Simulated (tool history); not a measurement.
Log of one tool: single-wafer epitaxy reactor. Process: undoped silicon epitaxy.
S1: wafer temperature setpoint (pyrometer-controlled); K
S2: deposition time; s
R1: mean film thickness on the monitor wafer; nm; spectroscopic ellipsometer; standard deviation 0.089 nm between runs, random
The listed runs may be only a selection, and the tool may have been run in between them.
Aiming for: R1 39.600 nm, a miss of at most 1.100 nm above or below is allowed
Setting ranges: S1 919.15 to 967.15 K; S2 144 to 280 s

Run 1, hour 0.0: S1 943.15 K, S2 212 s. Result: R1 46.956 nm.
Run 2, hour 7.9: S1 943.15 K, S2 193 s. Result: R1 42.576 nm.
Run 3, hour 10.3: S1 953.15 K, S2 193 s. Result: R1 52.742 nm.
Run 4, hour 15.7: S1 951.15 K, S2 193 s. Result: R1 50.487 nm.
Run 5, hour 23.5: S1 955.15 K, S2 193 s. Result: R1 55.016 nm.
Run 6, hour 29.8: S1 952.15 K, S2 193 s. Result: R1 51.626 nm.
Run 7, hour 34.0: S1 950.15 K, S2 193 s. Result: R1 49.417 nm.
Run 8, hour 37.1: S1 948.15 K, S2 193 s. Result: R1 47.429 nm.
Run 9, hour 42.3: S1 948.15 K, S2 193 s. Result: R1 47.630 nm.
Run 10, hour 51.2: S1 946.15 K, S2 193 s. Result: R1 45.530 nm.
Run 11, hour 60.0: S1 945.15 K, S2 193 s. Result: R1 44.529 nm.

Of the 5 settings listed for the next run, only one would bring every result within its allowed miss of target. Which one?
Run A, hour 68.8: S1 944.15 K, S2 226 s. Result: R1 ?.
Run B, hour 68.8: S1 948.15 K, S2 170 s. Result: R1 ?.
Run C, hour 68.8: S1 950.15 K, S2 208 s. Result: R1 ?.
Run D, hour 68.8: S1 937.15 K, S2 221 s. Result: R1 ?.
Run E, hour 68.8: S1 936.15 K, S2 210 s. Result: R1 ?.

move      R1
   A  51.144
   B  41.894
   C  53.475
   D  43.005
   E  39.986
A: further off than the last run
B: closes in on the targets versus the last run, not all within tolerance yet
C: further off than the last run
D: closes in on the targets versus the last run, not all within tolerance yet
E: every result within its allowed miss
Move E is the one to make.
